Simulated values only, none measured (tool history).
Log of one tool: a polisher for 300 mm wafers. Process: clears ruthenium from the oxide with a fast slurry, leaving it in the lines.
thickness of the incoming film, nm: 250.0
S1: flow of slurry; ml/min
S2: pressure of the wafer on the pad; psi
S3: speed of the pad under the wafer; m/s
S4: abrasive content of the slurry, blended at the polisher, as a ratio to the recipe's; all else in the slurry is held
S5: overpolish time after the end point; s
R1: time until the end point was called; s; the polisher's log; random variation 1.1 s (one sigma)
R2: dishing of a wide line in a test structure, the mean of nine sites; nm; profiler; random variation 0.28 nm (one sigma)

{"run": 1, "hour": 0.0, "S1": 215, "S2": 2.1, "S3": 0.8, "S4": 1.0, "S5": 19, "R1": 88.795, "R2": 45.014}
{"run": 2, "hour": 4.9, "S1": 215, "S2": 2.0, "S3": 0.8, "S4": 1.0, "S5": 17, "R1": 92.542, "R2": 38.274}
{"run": 3, "hour": 8.5, "S1": 215, "S2": 2.0, "S3": 0.8, "S4": 1.0, "S5": 10, "R1": 92.813, "R2": 22.884}
{"run": 4, "hour": 14.0, "S1": 215, "S2": 1.9, "S3": 0.8, "S4": 1.0, "S5": 10, "R1": 95.391, "R2": 22.743}
{"run": 5, "hour": 17.7, "S1": 215, "S2": 1.8, "S3": 0.8, "S4": 1.0, "S5": 10, "R1": 98.471, "R2": 21.952}
{"run": 6, "hour": 19.3, "S1": 215, "S2": 1.8, "S3": 0.8, "S4": 1.15, "S5": 10, "R1": 94.557, "R2": 23.385}
{"run": 7, "hour": 21.0, "S1": 215, "S2": 1.7, "S3": 0.8, "S4": 1.15, "S5": 10, "R1": 96.799, "R2": 22.372}

Forecast run 8:
{"run": 8, "hour": 29.2, "S1": 205, "S2": 1.1, "S3": 0.8, "S4": 1.15, "S5": 8, "R1": "?", "R2": "?"}

R1: 125.590 s
R2: 14.476 nm
